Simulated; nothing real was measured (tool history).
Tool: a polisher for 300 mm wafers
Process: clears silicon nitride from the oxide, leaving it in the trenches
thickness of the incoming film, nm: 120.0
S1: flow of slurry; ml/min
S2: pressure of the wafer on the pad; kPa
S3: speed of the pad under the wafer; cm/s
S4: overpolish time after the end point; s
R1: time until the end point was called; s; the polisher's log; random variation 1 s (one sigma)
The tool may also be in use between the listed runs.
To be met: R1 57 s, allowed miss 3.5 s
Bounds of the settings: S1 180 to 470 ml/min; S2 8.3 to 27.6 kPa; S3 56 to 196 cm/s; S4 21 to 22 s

{"run": 1, "hour": 0.0, "S1": 300, "S2": 17.9, "S3": 126, "S4": 21, "R1": 96.225}
{"run": 2, "hour": 4.9, "S1": 300, "S2": 17.9, "S3": 126, "S4": 22, "R1": 91.074}
{"run": 3, "hour": 9.8, "S1": 300, "S2": 17.9, "S3": 126, "S4": 21, "R1": 89.506}
{"run": 4, "hour": 10.8, "S1": 300, "S2": 19.3, "S3": 126, "S4": 21, "R1": 85.258}
{"run": 5, "hour": 16.1, "S1": 300, "S2": 19.3, "S3": 156, "S4": 21, "R1": 75.335}
{"run": 6, "hour": 20.6, "S1": 300, "S2": 20.7, "S3": 158, "S4": 21, "R1": 68.608}
{"hour": 26.3, "done": "slurry nozzle cleaned"}
{"run": 7, "hour": 26.3, "S1": 300, "S2": 21.4, "S3": 160, "S4": 21, "R1": 63.277}
{"run": 8, "hour": 31.8, "S1": 300, "S2": 22.1, "S3": 160, "S4": 21, "R1": 64.12}

4 next moves are on the table. One of them brings every result within its allowed miss. Which?
{"run": "A", "hour": 37.3, "S1": 330, "S2": 21.4, "S3": 150, "S4": 22, "R1": "?"}
{"run": "B", "hour": 37.3, "S1": 325, "S2": 22.1, "S3": 178, "S4": 21, "R1": "?"}
{"run": "C", "hour": 37.3, "S1": 300, "S2": 22.8, "S3": 150, "S4": 21, "R1": "?"}
{"run": "D", "hour": 37.3, "S1": 300, "S2": 20.7, "S3": 152, "S4": 22, "R1": "?"}

move=A R1=65.231
move=B R1=55.713
move=C R1=61.818
move=D R1=67.184
A: further off than the last run
B: meets every target
C: nearer than the last run, and not there yet
D: further off than the last run
The right move is B.
